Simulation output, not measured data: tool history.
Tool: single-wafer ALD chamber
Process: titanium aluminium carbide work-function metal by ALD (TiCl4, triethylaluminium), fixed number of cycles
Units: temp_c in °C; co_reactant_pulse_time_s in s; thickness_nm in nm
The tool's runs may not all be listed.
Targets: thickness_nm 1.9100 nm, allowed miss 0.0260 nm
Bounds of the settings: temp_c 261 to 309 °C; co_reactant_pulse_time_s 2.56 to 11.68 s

| run | hour | temp_c | co_reactant_pulse_time_s | thickness_nm |
|---|---|---|---|---|
| 1 | 0.0 | 285 | 7.12 | 1.6589 |
| 2 | 5.9 | 289 | 7.41 | 1.7056 |
| 3 | 9.4 | 289 | 8.76 | 1.7581 |
| 4 | 16.9 | 285 | 8.76 | 1.7119 |
| 5 | 25.4 | 295 | 8.76 | 1.8025 |
| 6 | 26.8 | 297 | 8.84 | 1.8125 |
| 7 | 33.9 | 299 | 8.95 | 1.8412 |
| 8 | 40.9 | 300 | 9.00 | 1.8583 |
| 9 | 46.5 | 301 | 9.03 | 1.8549 |
| 10 | 53.0 | 302 | 9.08 | 1.8740 |

5 next moves are on the table. One of them brings every result within its allowed miss. Which?
| A | 59.5 | 302 | 10.35 | ? |
| B | 59.5 | 302 | 7.48 | ? |
| C | 59.5 | 296 | 10.83 | ? |
| D | 59.5 | 309 | 10.28 | ? |
| E | 59.5 | 309 | 9.41 | ? |

| move | thickness_nm |
|---|---|
| A | 1.9064 |
| B | 1.8215 |
| C | 1.8591 |
| D | 1.9703 |
| E | 1.9503 |
A: meets every target
B: further off than the last run
C: further off than the last run
D: takes the result that was furthest off past its target
E: takes the result that was furthest off past its target
Answer: A

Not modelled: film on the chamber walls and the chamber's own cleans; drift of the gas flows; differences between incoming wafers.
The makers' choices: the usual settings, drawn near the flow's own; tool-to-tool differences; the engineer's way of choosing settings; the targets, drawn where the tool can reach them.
